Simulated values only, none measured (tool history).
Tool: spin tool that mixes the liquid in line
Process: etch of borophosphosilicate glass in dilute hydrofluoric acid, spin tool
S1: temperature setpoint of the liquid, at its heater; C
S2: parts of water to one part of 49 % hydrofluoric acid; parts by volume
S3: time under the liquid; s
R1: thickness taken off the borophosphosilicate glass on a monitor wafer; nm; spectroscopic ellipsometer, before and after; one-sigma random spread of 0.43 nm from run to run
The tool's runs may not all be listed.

| run | hour | S1 | S2 | S3 | R1 |
|---|---|---|---|---|---|
| 1 | 0 | 26 | 275 | 260 | 38.653 |
| 2 | 6.2 | 26 | 275 | 260 | 38.453 |
| 3 | 8.3 | 26 | 220 | 260 | 51.314 |
| 4 | 15 | 27.5 | 195 | 260 | 62.962 |
| 5 | 17.2 | 29 | 180 | 260 | 72.951 |
| 6 | 25 | 30 | 170 | 260 | 80.483 |
| 7 | 29.6 | 31 | 160 | 260 | 90.678 |
| 8 | 33.6 | 31 | 160 | 260 | 90.269 |
| 9 | 39.8 | 31.5 | 155 | 260 | 95.922 |
| 10 | 46.1 | 32 | 150 | 260 | 101.21 |
| 11 | 48.1 | 32.5 | 150 | 260 | 103.17 |
| 12 | 49.7 | 33 | 150 | 260 | 105.08 |
| 13 | 52.9 | 34 | 130 | 260 | 129.31 |

Forecast run 14:
| 14 | 58.2 | 33.5 | 130 | 260 | ? |

{"run 14": {"R1": 127.36}}
